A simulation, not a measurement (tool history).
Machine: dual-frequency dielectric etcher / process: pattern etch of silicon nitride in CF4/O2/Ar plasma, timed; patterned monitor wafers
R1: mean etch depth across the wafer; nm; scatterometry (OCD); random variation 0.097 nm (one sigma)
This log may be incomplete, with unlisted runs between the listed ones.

run 1 hour=0.0 | source_power_(W)=470 bias_power_(W)=43 Ar_flow_(sccm)=94 CF4_flow_(sccm)=117 etch_time_(s)=16.5 | R1=29.677
run 2 hour=5.5 | source_power_(W)=440 bias_power_(W)=43 Ar_flow_(sccm)=94 CF4_flow_(sccm)=117 etch_time_(s)=16.5 | R1=28.076
run 3 hour=13.3 | source_power_(W)=440 bias_power_(W)=43 Ar_flow_(sccm)=102 CF4_flow_(sccm)=117 etch_time_(s)=16.5 | R1=27.829
run 4 hour=17.1 | source_power_(W)=420 bias_power_(W)=43 Ar_flow_(sccm)=102 CF4_flow_(sccm)=117 etch_time_(s)=16.5 | R1=26.941
run 5 hour=21.7 | source_power_(W)=420 bias_power_(W)=51 Ar_flow_(sccm)=102 CF4_flow_(sccm)=117 etch_time_(s)=16.5 | R1=28.302
run 6 hour=25.3 | source_power_(W)=420 bias_power_(W)=51 Ar_flow_(sccm)=102 CF4_flow_(sccm)=117 etch_time_(s)=16.5 | R1=28.024
run 7 hour=26.1 | source_power_(W)=400 bias_power_(W)=51 Ar_flow_(sccm)=102 CF4_flow_(sccm)=117 etch_time_(s)=16.5 | R1=27.468
run 8 hour=34.8 | source_power_(W)=330 bias_power_(W)=50 Ar_flow_(sccm)=102 CF4_flow_(sccm)=117 etch_time_(s)=16.5 | R1=23.727

What will run 9 give?
run 9 hour=39.0 | source_power_(W)=340 bias_power_(W)=50 Ar_flow_(sccm)=102 CF4_flow_(sccm)=117 etch_time_(s)=16.5 | R1=?

{"run 9": {"R1": 24.146}}
